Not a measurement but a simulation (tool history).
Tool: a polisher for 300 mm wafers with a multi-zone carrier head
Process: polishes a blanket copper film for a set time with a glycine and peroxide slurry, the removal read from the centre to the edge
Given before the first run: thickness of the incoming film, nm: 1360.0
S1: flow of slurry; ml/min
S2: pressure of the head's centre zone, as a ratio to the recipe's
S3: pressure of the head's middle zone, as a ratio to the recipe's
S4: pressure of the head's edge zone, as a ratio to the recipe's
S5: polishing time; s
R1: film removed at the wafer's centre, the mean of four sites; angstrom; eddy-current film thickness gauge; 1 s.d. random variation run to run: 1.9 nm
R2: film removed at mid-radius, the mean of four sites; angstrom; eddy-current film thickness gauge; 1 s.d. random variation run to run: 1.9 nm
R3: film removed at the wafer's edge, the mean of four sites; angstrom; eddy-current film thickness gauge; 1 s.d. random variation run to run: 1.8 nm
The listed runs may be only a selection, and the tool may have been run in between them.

Run 1, hour 0.0: S1 160 ml/min, S2 1.00, S3 1.00, S4 1.00, S5 49 s. Result: R1 2725.1 angstrom, R2 2743.0 angstrom, R3 2763.3 angstrom.
Run 2, hour 6.7: S1 145 ml/min, S2 0.98, S3 1.01, S4 0.97, S5 49 s. Result: R1 2595.1 angstrom, R2 2719.9 angstrom, R3 2708.1 angstrom.
Run 3, hour 8.6: S1 135 ml/min, S2 0.98, S3 1.01, S4 0.93, S5 49 s. Result: R1 2552.3 angstrom, R2 2699.8 angstrom, R3 2575.7 angstrom.
Run 4, hour 13.8: S1 135 ml/min, S2 0.98, S3 1.01, S4 0.98, S5 49 s. Result: R1 2596.8 angstrom, R2 2701.1 angstrom, R3 2690.6 angstrom.
Run 5, hour 21.4: S1 135 ml/min, S2 0.98, S3 1.01, S4 0.93, S5 49 s. Result: R1 2603.3 angstrom, R2 2696.7 angstrom, R3 2605.6 angstrom.
Run 6, hour 28.4: S1 135 ml/min, S2 0.98, S3 1.09, S4 0.93, S5 49 s. Result: R1 2547.0 angstrom, R2 2860.1 angstrom, R3 2602.4 angstrom.
Run 7, hour 32.4: S1 135 ml/min, S2 0.98, S3 1.09, S4 0.93, S5 49 s. Result: R1 2552.6 angstrom, R2 2872.1 angstrom, R3 2580.1 angstrom.

Run 8, settings as shown, results not yet in. Your forecast:
Run 8, hour 39.4: S1 125 ml/min, S2 0.97, S3 1.06, S4 0.93, S5 49 s. Result: R1 ?, R2 ?, R3 ?.

R1: 2505.8 angstrom
R2: 2737.9 angstrom
R3: 2605.5 angstrom
